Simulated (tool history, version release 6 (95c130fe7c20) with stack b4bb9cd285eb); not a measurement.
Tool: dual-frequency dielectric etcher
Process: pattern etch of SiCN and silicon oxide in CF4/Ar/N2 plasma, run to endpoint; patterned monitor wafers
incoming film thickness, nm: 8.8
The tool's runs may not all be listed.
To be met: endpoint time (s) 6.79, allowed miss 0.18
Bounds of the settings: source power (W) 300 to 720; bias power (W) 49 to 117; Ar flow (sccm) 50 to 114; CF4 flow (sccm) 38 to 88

run  hour  source power (W)  bias power (W)  Ar flow (sccm)  CF4 flow (sccm)  endpoint time (s)
  1     0               510              83              82               63             8.0714
  2   5.9               510              83              95               63              8.161
  3  11.3               510              83              95               68              8.065
  4  17.6               540              84              95               68             7.7749
  5  18.9               570              85              95               68             7.2621
  6  21.3               570              85              95               62             7.4259
  7  24.1               590              85              95               62             7.2969
  8    27               600              85              95               62              7.141

Which of these 4 next moves meets every target?
  A  29.9               610              87             100               71                  ?
  B  29.9               560              88              94               62                  ?
  C  29.9               720              78             113               60                  ?
  D  29.9               620              81             101               54                  ?

move  endpoint time (s)
   A             6.9369
   B             7.5694
   C             6.5718
   D             7.4266
A: meets every target
B: further off than the last run
C: takes the result that was furthest off past its target
D: further off than the last run
Move A is the one to make.
